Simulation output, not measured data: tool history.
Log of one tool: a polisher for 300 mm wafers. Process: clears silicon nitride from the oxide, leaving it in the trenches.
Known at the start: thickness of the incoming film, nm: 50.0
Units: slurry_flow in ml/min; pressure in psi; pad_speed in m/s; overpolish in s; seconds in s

Run 1, hour 0: slurry_flow 305 ml/min, pressure 1.8 psi, pad_speed 0.92 m/s, overpolish 38 s. Result: seconds 117.49 s.
Run 2, hour 2.2: slurry_flow 305 ml/min, pressure 1.8 psi, pad_speed 0.92 m/s, overpolish 38 s. Result: seconds 120.63 s.
Run 3, hour 10.4: slurry_flow 305 ml/min, pressure 1.8 psi, pad_speed 0.76 m/s, overpolish 38 s. Result: seconds 141.82 s.
Run 4, hour 18.9: slurry_flow 335 ml/min, pressure 1.8 psi, pad_speed 0.76 m/s, overpolish 38 s. Result: seconds 136.36 s.
Run 5, hour 24.3: slurry_flow 325 ml/min, pressure 1.6 psi, pad_speed 0.76 m/s, overpolish 38 s. Result: seconds 156.98 s.
Run 6, hour 24.9: slurry_flow 325 ml/min, pressure 1.6 psi, pad_speed 0.76 m/s, overpolish 38 s. Result: seconds 164.4 s.
Run 7, hour 31.5: slurry_flow 325 ml/min, pressure 1.5 psi, pad_speed 0.76 m/s, overpolish 38 s. Result: seconds 167.09 s.
Run 8, hour 35.7: slurry_flow 325 ml/min, pressure 1.4 psi, pad_speed 0.76 m/s, overpolish 38 s. Result: seconds 182.77 s.
Run 9, hour 37.4: slurry_flow 320 ml/min, pressure 1.3 psi, pad_speed 0.76 m/s, overpolish 38 s. Result: seconds 199.67 s.

Forecast run 10:
Run 10, hour 45.2: slurry_flow 315 ml/min, pressure 1.3 psi, pad_speed 0.76 m/s, overpolish 38 s. Result: seconds ?.

seconds: 194.86 s
